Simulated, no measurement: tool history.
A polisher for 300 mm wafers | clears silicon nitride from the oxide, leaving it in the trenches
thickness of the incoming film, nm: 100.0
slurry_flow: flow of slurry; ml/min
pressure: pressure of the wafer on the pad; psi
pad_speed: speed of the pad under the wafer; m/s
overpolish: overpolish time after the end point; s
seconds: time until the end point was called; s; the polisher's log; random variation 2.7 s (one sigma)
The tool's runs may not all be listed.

run 1 hour=0.0 | slurry_flow=180 pressure=3.1 pad_speed=0.78 overpolish=16 | seconds=131.26
run 2 hour=3.5 | slurry_flow=180 pressure=2.7 pad_speed=0.78 overpolish=16 | seconds=150.01
run 3 hour=12.2 | slurry_flow=180 pressure=2.7 pad_speed=0.78 overpolish=12 | seconds=148.79
run 4 hour=14.9 | slurry_flow=180 pressure=2.4 pad_speed=0.78 overpolish=12 | seconds=166.42
run 5 hour=21.5 | slurry_flow=180 pressure=2.2 pad_speed=0.78 overpolish=12 | seconds=180.25
run 6 hour=27.4 | slurry_flow=180 pressure=2.2 pad_speed=0.78 overpolish=16 | seconds=182.63
run 7 hour=35.2 | slurry_flow=180 pressure=2.0 pad_speed=0.78 overpolish=16 | seconds=201.08
run 8 hour=43.5 | slurry_flow=180 pressure=1.9 pad_speed=0.78 overpolish=16 | seconds=210.11

The next listed run, before its measurement:
-- hour=45.7 worn pad replaced by a new one
run 9 hour=45.7 | slurry_flow=180 pressure=1.9 pad_speed=0.78 overpolish=16 | seconds=?

{"run 9": {"seconds": 183.9}}
